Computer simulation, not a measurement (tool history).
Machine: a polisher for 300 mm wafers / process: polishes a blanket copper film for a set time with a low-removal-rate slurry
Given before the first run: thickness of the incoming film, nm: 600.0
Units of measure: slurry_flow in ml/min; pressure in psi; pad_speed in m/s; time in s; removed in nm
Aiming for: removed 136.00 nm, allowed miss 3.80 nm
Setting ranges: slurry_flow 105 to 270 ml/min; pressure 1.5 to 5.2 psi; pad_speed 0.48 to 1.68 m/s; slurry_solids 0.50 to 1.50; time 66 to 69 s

run 1 day=0.000 | slurry_flow=175 pressure=3.3 pad_speed=1.08 slurry_solids=1.00 time=66 | removed=214.79
run 2 day=0.333 | slurry_flow=175 pressure=2.6 pad_speed=1.08 slurry_solids=1.00 time=66 | removed=170.37
run 3 day=0.488 | slurry_flow=175 pressure=2.6 pad_speed=1.08 slurry_solids=0.85 time=66 | removed=166.89
run 4 day=0.808 | slurry_flow=175 pressure=3.2 pad_speed=1.08 slurry_solids=0.85 time=66 | removed=199.24
run 5 day=0.875 | slurry_flow=175 pressure=3.2 pad_speed=1.08 slurry_solids=0.85 time=69 | removed=212.18
run 6 day=1.079 | slurry_flow=170 pressure=2.8 pad_speed=1.08 slurry_solids=0.85 time=69 | removed=186.72
run 7 day=1.225 | slurry_flow=150 pressure=1.8 pad_speed=1.08 slurry_solids=0.85 time=69 | removed=121.29
run 8 day=1.554 | slurry_flow=160 pressure=1.8 pad_speed=1.08 slurry_solids=0.85 time=69 | removed=121.88
run 9 day=1.800 | slurry_flow=175 pressure=1.8 pad_speed=1.08 slurry_solids=0.85 time=69 | removed=124.70
run 10 day=1.846 | slurry_flow=185 pressure=1.8 pad_speed=1.08 slurry_solids=0.85 time=69 | removed=122.18
run 11 day=2.046 | slurry_flow=185 pressure=2.2 pad_speed=1.08 slurry_solids=0.85 time=69 | removed=149.36
run 12 day=2.383 | slurry_flow=175 pressure=2.2 pad_speed=1.08 slurry_solids=0.85 time=69 | removed=149.36
run 13 day=2.742 | slurry_flow=165 pressure=2.2 pad_speed=1.08 slurry_solids=0.85 time=69 | removed=147.43
run 14 day=2.817 | slurry_flow=165 pressure=2.1 pad_speed=1.08 slurry_solids=0.85 time=69 | removed=141.86

5 next moves are on the table. One of them brings every result within its allowed miss. Which?
run A day=2.892 | slurry_flow=165 pressure=1.9 pad_speed=1.12 slurry_solids=0.95 time=66 | removed=?
run B day=2.892 | slurry_flow=105 pressure=1.6 pad_speed=1.52 slurry_solids=0.85 time=69 | removed=?
run C day=2.892 | slurry_flow=185 pressure=2.0 pad_speed=1.06 slurry_solids=0.80 time=67 | removed=?
run D day=2.892 | slurry_flow=135 pressure=2.0 pad_speed=1.18 slurry_solids=0.55 time=66 | removed=?
run E day=2.892 | slurry_flow=185 pressure=2.4 pad_speed=0.98 slurry_solids=0.55 time=69 | removed=?

move=A removed=128.72
move=B removed=143.16
move=C removed=127.51
move=D removed=126.00
move=E removed=135.50
A: takes the biggest miss from the last run beyond its target
B: the biggest miss grows against the last run
C: takes the biggest miss from the last run beyond its target
D: takes the biggest miss from the last run beyond its target
E: every result within its allowed miss
Correct choice: E, which meets every target
